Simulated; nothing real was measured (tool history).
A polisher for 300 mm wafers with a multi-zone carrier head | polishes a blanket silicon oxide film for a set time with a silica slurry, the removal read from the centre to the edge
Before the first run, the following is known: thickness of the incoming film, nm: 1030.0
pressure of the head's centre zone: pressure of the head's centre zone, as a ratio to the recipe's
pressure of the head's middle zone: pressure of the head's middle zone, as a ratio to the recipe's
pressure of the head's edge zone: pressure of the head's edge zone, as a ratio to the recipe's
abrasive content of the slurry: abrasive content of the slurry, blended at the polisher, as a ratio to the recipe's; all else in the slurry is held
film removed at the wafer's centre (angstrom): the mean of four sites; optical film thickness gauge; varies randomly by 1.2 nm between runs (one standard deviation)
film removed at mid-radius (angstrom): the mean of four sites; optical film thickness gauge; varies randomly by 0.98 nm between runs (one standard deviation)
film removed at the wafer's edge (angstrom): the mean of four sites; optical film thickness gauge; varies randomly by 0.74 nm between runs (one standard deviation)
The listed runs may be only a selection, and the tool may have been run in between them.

run  hour  flow of slurry (ml/min)  pressure of the head's centre zone  pressure of the head's middle zone  pressure of the head's edge zone  abrasive content of the slurry  polishing time (s)  film removed at the wafer's centre (angstrom)  film removed at mid-radius (angstrom)  film removed at the wafer's edge (angstrom)
  1     0                      295                                   1                                   1                                 1                               1                  33                                         927.74                                 915.64                                       932.02
  2   6.7                      295                                   1                                   1                              0.94                               1                  33                                         917.61                                 929.97                                       892.02
  3   8.7                      295                                   1                                   1                              0.98                               1                  33                                         906.05                                  932.3                                       923.59
  4  14.4                      310                                1.05                                0.97                              1.02                               1                  33                                          971.7                                 903.66                                       930.54
  5  22.6                      310                                1.05                                0.97                              1.02                               1                  37                                         1079.8                                 1014.5                                       1042.6
  6  29.7                      305                                1.07                                0.92                              1.04                               1                  37                                         1100.3                                 964.27                                         1057

Estimate the outcome of run 7 from the log above:
  7  37.3                      300                                1.08                                0.89                              1.04                               1                  37                                              ?                                      ?                                            ?

For run 7 the tool returned film removed at the wafer's centre (angstrom) 1123.1, film removed at mid-radius (angstrom) 950.8, film removed at the wafer's edge (angstrom) 1052.9.
